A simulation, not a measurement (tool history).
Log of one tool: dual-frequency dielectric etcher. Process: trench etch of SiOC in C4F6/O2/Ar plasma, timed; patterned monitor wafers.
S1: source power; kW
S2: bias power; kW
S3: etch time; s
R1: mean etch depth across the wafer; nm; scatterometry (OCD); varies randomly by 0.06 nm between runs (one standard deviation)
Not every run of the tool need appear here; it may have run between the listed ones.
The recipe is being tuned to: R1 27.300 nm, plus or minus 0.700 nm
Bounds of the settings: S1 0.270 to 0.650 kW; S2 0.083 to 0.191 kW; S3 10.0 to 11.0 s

run 1 hour=0.0 | S1=0.460 S2=0.137 S3=11.0 | R1=23.588
run 2 hour=4.7 | S1=0.500 S2=0.137 S3=11.0 | R1=24.481
run 3 hour=10.0 | S1=0.530 S2=0.139 S3=11.0 | R1=25.323
run 4 hour=12.5 | S1=0.530 S2=0.139 S3=11.0 | R1=25.407
run 5 hour=17.1 | S1=0.550 S2=0.140 S3=11.0 | R1=25.761
run 6 hour=19.7 | S1=0.560 S2=0.141 S3=11.0 | R1=25.982
run 7 hour=25.9 | S1=0.570 S2=0.142 S3=11.0 | R1=26.245
run 8 hour=28.6 | S1=0.580 S2=0.143 S3=11.0 | R1=26.628

Exercise: of the 5 proposed moves below, exactly one satisfies all targets within the stated allowed misses. Which move is it?
run A hour=31.3 | S1=0.600 S2=0.141 S3=10.5 | R1=?
run B hour=31.3 | S1=0.610 S2=0.138 S3=10.0 | R1=?
run C hour=31.3 | S1=0.640 S2=0.141 S3=10.0 | R1=?
run D hour=31.3 | S1=0.600 S2=0.154 S3=11.0 | R1=?
run E hour=31.3 | S1=0.580 S2=0.134 S3=11.0 | R1=?

move=A R1=25.596
move=B R1=24.453
move=C R1=25.103
move=D R1=27.320
move=E R1=26.129
A: lands further from the targets than the last run did
B: lands further from the targets than the last run did
C: lands further from the targets than the last run did
D: every result lands within tolerance
E: lands further from the targets than the last run did
The move that meets every target is D.
